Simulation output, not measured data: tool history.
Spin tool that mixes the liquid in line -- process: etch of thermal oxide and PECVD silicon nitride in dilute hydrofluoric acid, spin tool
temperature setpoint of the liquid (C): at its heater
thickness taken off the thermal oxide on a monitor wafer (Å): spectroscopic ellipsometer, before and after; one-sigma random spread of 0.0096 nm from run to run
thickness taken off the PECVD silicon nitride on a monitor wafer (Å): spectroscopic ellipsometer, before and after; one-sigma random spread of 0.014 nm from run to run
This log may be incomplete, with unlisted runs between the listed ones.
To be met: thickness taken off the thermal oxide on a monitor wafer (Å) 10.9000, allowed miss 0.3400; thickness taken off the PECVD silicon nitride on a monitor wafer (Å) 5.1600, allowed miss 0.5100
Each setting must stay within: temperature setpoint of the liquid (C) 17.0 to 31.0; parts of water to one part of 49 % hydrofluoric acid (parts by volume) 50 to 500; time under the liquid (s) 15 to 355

run	day	temperature setpoint of the liquid (C)	parts of water to one part of 49 % hydrofluoric acid (parts by volume)	time under the liquid (s)	thickness taken off the thermal oxide on a monitor wafer (Å)	thickness taken off the PECVD silicon nitride on a monitor wafer (Å)
1	0.000	23.0	275	180	24.3470	10.3570
2	0.321	22.5	315	180	19.8470	8.4173
3	0.679	22.5	375	180	15.8160	6.4943
4	0.792	23.5	405	180	14.4340	6.7556
5	0.917	23.5	405	220	18.0440	8.1793
6	1.021	23.5	430	215	16.1710	7.5682
7	1.096	23.5	450	210	14.7240	7.1464
8	1.354	23.0	465	210	13.9020	6.5728
9	1.421	23.0	475	205	13.2180	6.4182
10	1.500	22.5	480	200	12.3450	6.2530
11	1.538	21.0	480	200	11.8580	5.3804

Exercise: of the 5 proposed moves below, exactly one satisfies all targets within the stated allowed misses. Which move is it?
A	1.575	19.5	460	195	?	?
B	1.575	23.5	500	165	?	?
C	1.575	19.0	460	200	?	?
D	1.575	17.0	405	155	?	?
E	1.575	22.0	455	165	?	?

move	thickness taken off the thermal oxide on a monitor wafer (Å)	thickness taken off the PECVD silicon nitride on a monitor wafer (Å)
A	11.4970	5.3240
B	9.8771	5.2690
C	11.5920	5.2959
D	9.9266	4.0870
E	10.7340	5.2931
A: nearer than the last run, and not there yet
B: takes the result that was furthest off past its target
C: nearer than the last run, and not there yet
D: takes the result that was furthest off past its target
E: all results in spec
Correct choice: E, which meets every target
